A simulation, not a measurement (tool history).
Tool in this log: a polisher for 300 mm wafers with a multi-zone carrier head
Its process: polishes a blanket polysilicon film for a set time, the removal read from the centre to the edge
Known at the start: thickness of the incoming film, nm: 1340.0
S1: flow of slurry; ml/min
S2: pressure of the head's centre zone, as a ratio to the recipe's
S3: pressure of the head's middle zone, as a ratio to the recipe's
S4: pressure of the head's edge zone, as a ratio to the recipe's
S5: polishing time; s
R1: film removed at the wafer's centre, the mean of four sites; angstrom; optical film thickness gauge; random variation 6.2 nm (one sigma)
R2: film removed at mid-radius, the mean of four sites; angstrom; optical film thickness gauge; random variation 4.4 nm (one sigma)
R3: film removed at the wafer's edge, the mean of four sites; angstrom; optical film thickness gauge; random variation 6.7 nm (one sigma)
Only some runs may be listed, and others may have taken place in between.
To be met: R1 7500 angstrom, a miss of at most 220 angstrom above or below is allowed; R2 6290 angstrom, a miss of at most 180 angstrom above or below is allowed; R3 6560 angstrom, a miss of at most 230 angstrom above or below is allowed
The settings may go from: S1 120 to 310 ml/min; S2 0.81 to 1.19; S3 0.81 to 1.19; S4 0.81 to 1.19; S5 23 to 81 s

run,hour,S1,S2,S3,S4,S5,R1,R2,R3
1,0,200,1,1,1,52,5154.3,5108.8,5394.3
2,0.9,220,1.05,1.01,1.03,54,5719.7,5442.1,5785.5
3,4.4,220,1.05,1.05,1.03,54,5667.5,5672,5667.3
4,5.4,220,1.05,1.05,1.03,44,4701.9,4572.6,4594.4
5,6.5,220,0.98,1.05,1.03,44,4324.2,4546.6,4603.9
6,7.7,220,0.98,1.01,1.03,44,4353.7,4467.4,4584.8
7,13.6,230,1.04,1.01,1.03,48,5040.6,4849.6,5112.8
8,15.4,235,1.08,1.01,1.02,51,5633.8,5152.8,5365.7

Which of these 5 next moves meets every target?
A,17.2,240,1.15,0.91,1.01,60,?,?,?
B,17.2,225,1.16,0.82,1.14,64,?,?,?
C,17.2,195,0.9,1.09,1.13,58,?,?,?
D,17.2,225,1.15,0.97,0.95,64,?,?,?
E,17.2,235,1.04,1.01,1.15,38,?,?,?

move,R1,R2,R3
A,7079.2,5611.4,6265.8
B,7540.1,5445,7063.4
C,5176.1,6136.1,6248.9
D,7482.6,6260.1,6443.7
E,4042.4,3869.4,4220.7
A: closes in on the targets versus the last run, not all within tolerance yet
B: corrects the largest miss of the last run, while another result sits out of spec
C: misses by more than the last run did
D: each result inside its tolerance
E: misses by more than the last run did
Move D is the one to make.
